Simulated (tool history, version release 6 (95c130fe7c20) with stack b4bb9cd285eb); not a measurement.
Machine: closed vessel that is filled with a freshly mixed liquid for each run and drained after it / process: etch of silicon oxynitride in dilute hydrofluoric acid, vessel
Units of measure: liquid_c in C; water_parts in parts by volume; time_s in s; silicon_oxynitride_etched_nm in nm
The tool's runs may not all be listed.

| run | hour | liquid_c | water_parts | time_s | silicon_oxynitride_etched_nm |
|---|---|---|---|---|---|
| 1 | 0 | 21 | 240 | 3000 | 23.075 |
| 2 | 9.3 | 21 | 240 | 3000 | 23.292 |
| 3 | 13.5 | 21 | 240 | 3000 | 22.972 |
| 4 | 16.6 | 20 | 240 | 3000 | 22.128 |
| 5 | 20.2 | 17 | 240 | 3000 | 19.264 |
| 6 | 29.5 | 17 | 240 | 3000 | 19.25 |
|  | 37.1 | thermometer replaced |
| 7 | 37.1 | 17.5 | 240 | 3000 | 22.178 |
| 8 | 45.3 | 17.5 | 245 | 3000 | 21.393 |

What does the tool deliver on the next run?
| 9 | 50.7 | 17.5 | 250 | 3000 | ? |

{"run 9": {"silicon_oxynitride_etched_nm": 21.108}}
